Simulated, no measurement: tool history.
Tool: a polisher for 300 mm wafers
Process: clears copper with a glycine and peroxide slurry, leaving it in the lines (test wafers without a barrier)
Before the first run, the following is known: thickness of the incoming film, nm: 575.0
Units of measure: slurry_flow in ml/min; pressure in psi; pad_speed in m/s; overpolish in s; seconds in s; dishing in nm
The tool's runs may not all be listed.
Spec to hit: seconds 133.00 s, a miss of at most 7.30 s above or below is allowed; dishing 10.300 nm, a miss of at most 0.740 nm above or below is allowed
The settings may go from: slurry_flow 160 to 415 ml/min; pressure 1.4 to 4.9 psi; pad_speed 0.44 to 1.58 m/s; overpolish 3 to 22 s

{"run": 1, "hour": 0.0, "slurry_flow": 265, "pressure": 3.1, "pad_speed": 1.0, "overpolish": 11, "seconds": 133.82, "dishing": 33.179}
{"run": 2, "hour": 3.4, "slurry_flow": 265, "pressure": 2.6, "pad_speed": 1.0, "overpolish": 11, "seconds": 152.73, "dishing": 29.951}
{"run": 3, "hour": 5.2, "slurry_flow": 250, "pressure": 2.7, "pad_speed": 0.96, "overpolish": 9, "seconds": 149.23, "dishing": 25.043}
{"run": 4, "hour": 12.8, "slurry_flow": 225, "pressure": 2.9, "pad_speed": 0.86, "overpolish": 7, "seconds": 149.82, "dishing": 19.397}
{"run": 5, "hour": 19.7, "slurry_flow": 205, "pressure": 3.3, "pad_speed": 0.74, "overpolish": 6, "seconds": 152.75, "dishing": 17.984}
{"run": 6, "hour": 24.8, "slurry_flow": 190, "pressure": 2.9, "pad_speed": 0.84, "overpolish": 5, "seconds": 161.09, "dishing": 13.998}
{"run": 7, "hour": 26.5, "slurry_flow": 180, "pressure": 2.6, "pad_speed": 1.04, "overpolish": 4, "seconds": 155.61, "dishing": 11.569}
{"run": 8, "hour": 31.2, "slurry_flow": 175, "pressure": 2.6, "pad_speed": 1.12, "overpolish": 4, "seconds": 154.75, "dishing": 12.224}
{"run": 9, "hour": 38.8, "slurry_flow": 175, "pressure": 2.6, "pad_speed": 1.12, "overpolish": 4, "seconds": 152.08, "dishing": 12.409}

Pick the move, out of 4, that brings all results within their allowed miss; only one does.
{"run": "A", "hour": 46.4, "slurry_flow": 180, "pressure": 2.3, "pad_speed": 1.3, "overpolish": 4, "seconds": "?", "dishing": "?"}
{"run": "B", "hour": 46.4, "slurry_flow": 160, "pressure": 2.7, "pad_speed": 1.12, "overpolish": 4, "seconds": "?", "dishing": "?"}
{"run": "C", "hour": 46.4, "slurry_flow": 160, "pressure": 2.6, "pad_speed": 1.12, "overpolish": 4, "seconds": "?", "dishing": "?"}
{"run": "D", "hour": 46.4, "slurry_flow": 190, "pressure": 3.7, "pad_speed": 0.82, "overpolish": 3, "seconds": "?", "dishing": "?"}

move=A seconds=152.26 dishing=12.251
move=B seconds=149.68 dishing=12.486
move=C seconds=154.44 dishing=12.116
move=D seconds=134.13 dishing=10.586
A: nearer than the last run, and not there yet
B: neither nearer nor further off than the last run
C: neither nearer nor further off than the last run
D: meets every target
D meets every target.

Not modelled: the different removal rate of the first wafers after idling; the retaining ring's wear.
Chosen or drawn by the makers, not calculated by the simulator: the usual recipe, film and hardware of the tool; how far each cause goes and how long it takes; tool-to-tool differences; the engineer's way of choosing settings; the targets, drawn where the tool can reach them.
